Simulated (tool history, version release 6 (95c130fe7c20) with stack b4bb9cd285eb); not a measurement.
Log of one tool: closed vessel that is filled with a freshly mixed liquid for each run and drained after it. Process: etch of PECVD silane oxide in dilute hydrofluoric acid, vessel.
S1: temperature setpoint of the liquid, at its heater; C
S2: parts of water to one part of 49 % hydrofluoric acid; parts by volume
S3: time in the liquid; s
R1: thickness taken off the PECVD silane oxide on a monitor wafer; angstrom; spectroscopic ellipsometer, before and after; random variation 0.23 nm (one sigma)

run    day    S1   S2   S3      R1
  1  0.000  21.0  145  160  354.42
  2  0.029  20.0  150  160  329.77
  3  0.300  20.0  110  160  464.23
  4  0.417  19.5  125  160  394.34
  5  0.571  19.5  125  170  419.16
  6  0.858  19.0  135  170  374.12
  7  1.154  18.5  140  170  355.37

Forecast run 8:
  8  1.271  18.0  145  170   ?

R1: 333.76 angstrom
